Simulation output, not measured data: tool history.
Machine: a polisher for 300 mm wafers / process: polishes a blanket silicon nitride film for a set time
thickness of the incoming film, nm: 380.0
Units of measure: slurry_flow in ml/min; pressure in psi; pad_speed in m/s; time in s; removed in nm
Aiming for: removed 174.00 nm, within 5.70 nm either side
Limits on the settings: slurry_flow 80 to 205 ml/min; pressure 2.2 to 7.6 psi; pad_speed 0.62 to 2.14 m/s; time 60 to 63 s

Run 1, hour 0.0: slurry_flow 135 ml/min, pressure 4.9 psi, pad_speed 1.38 m/s, time 60 s. Result: removed 197.22 nm.
Run 2, hour 2.1: slurry_flow 135 ml/min, pressure 4.9 psi, pad_speed 1.64 m/s, time 60 s. Result: removed 227.62 nm.
Run 3, hour 5.0: slurry_flow 110 ml/min, pressure 4.9 psi, pad_speed 1.64 m/s, time 60 s. Result: removed 219.34 nm.
Run 4, hour 7.8: slurry_flow 105 ml/min, pressure 4.6 psi, pad_speed 1.64 m/s, time 60 s. Result: removed 205.79 nm.
Run 5, hour 12.5: slurry_flow 105 ml/min, pressure 5.1 psi, pad_speed 1.64 m/s, time 60 s. Result: removed 221.16 nm.
Run 6, hour 20.9: slurry_flow 105 ml/min, pressure 6.3 psi, pad_speed 1.64 m/s, time 60 s. Result: removed 261.85 nm.
Run 7, hour 22.4: slurry_flow 100 ml/min, pressure 5.6 psi, pad_speed 1.62 m/s, time 60 s. Result: removed 229.97 nm.
Run 8, hour 25.8: slurry_flow 95 ml/min, pressure 4.2 psi, pad_speed 1.58 m/s, time 60 s. Result: removed 181.29 nm.
Run 9, hour 30.7: slurry_flow 90 ml/min, pressure 4.2 psi, pad_speed 1.58 m/s, time 60 s. Result: removed 180.39 nm.

5 candidate next runs follow, results not yet known. Just one meets every target within its allowed miss. Identify it.
Run A, hour 35.6: slurry_flow 100 ml/min, pressure 3.0 psi, pad_speed 2.14 m/s, time 62 s. Result: removed ?.
Run B, hour 35.6: slurry_flow 105 ml/min, pressure 3.8 psi, pad_speed 1.64 m/s, time 63 s. Result: removed ?.
Run C, hour 35.6: slurry_flow 110 ml/min, pressure 3.2 psi, pad_speed 1.86 m/s, time 60 s. Result: removed ?.
Run D, hour 35.6: slurry_flow 90 ml/min, pressure 4.2 psi, pad_speed 1.62 m/s, time 61 s. Result: removed ?.
Run E, hour 35.6: slurry_flow 105 ml/min, pressure 5.1 psi, pad_speed 1.22 m/s, time 63 s. Result: removed ?.

move  removed
   A   190.51
   B   187.31
   C   175.82
   D   187.61
   E   186.17
A: moves away from the targets compared with the last run
B: moves away from the targets compared with the last run
C: in spec on every target
D: moves away from the targets compared with the last run
E: moves away from the targets compared with the last run
Move C is the one to make.
